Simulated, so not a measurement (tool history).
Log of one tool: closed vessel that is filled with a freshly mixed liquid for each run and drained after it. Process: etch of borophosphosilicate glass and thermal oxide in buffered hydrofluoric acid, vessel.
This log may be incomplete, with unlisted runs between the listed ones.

run	hour	temperature setpoint of the liquid (K)	parts of 40 % ammonium fluoride to one part of 49 % hydrofluoric acid (parts by volume)	time in the liquid (s)	thickness taken off the borophosphosilicate glass on a monitor wafer (Å)	thickness taken off the thermal oxide on a monitor wafer (Å)
1	0.0	297.15	8	60	1886.1	845.86
2	6.1	297.65	8	60	1927.7	870.31
3	10.6	297.65	7	60	2248.7	1003.00
4	11.7	297.65	7	40	1499.7	666.85
5	13.3	298.65	7	40	1582.1	704.71
6	16.2	299.65	7	40	1657.9	745.86
7	24.5	300.65	7	40	1750.9	787.14
8	27.9	301.15	7	40	1798.4	807.51
9	35.8	301.65	7	40	1859.6	831.23

Run 10 has not been measured yet. What should we expect?
10	41.9	302.15	7	40	?	?

{"run 10": {"thickness taken off the borophosphosilicate glass on a monitor wafer (Å)": 1895.3, "thickness taken off the thermal oxide on a monitor wafer (Å)": 850.46}}
